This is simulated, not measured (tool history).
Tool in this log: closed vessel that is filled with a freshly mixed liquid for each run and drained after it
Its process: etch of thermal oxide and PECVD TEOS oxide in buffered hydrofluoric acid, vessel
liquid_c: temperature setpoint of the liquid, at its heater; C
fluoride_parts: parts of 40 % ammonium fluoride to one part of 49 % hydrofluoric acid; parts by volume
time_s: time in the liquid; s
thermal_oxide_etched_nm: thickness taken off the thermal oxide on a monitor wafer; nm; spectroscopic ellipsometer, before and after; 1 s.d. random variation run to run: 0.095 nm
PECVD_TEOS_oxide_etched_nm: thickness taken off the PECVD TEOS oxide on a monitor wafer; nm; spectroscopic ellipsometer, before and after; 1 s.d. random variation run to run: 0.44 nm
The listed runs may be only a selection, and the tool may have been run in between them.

| run | hour | liquid_c | fluoride_parts | time_s | thermal_oxide_etched_nm | PECVD_TEOS_oxide_etched_nm |
|---|---|---|---|---|---|---|
| 1 | 0.0 | 24.0 | 21.0 | 60 | 35.534 | 89.334 |
| 2 | 2.1 | 22.5 | 21.0 | 60 | 32.643 | 84.201 |
| 3 | 7.7 | 21.5 | 23.5 | 60 | 28.793 | 71.582 |
| 4 | 14.1 | 21.5 | 20.0 | 60 | 32.177 | 80.843 |
| 5 | 22.5 | 20.5 | 22.0 | 60 | 28.166 | 71.285 |
| 6 | 24.8 | 17.0 | 22.0 | 60 | 23.387 | 57.939 |

Forecast run 7:
| 7 | 31.6 | 17.0 | 23.5 | 60 | ? | ? |

Run 7 came out at thermal_oxide_etched_nm 22.095 nm, PECVD_TEOS_oxide_etched_nm 55.841 nm.

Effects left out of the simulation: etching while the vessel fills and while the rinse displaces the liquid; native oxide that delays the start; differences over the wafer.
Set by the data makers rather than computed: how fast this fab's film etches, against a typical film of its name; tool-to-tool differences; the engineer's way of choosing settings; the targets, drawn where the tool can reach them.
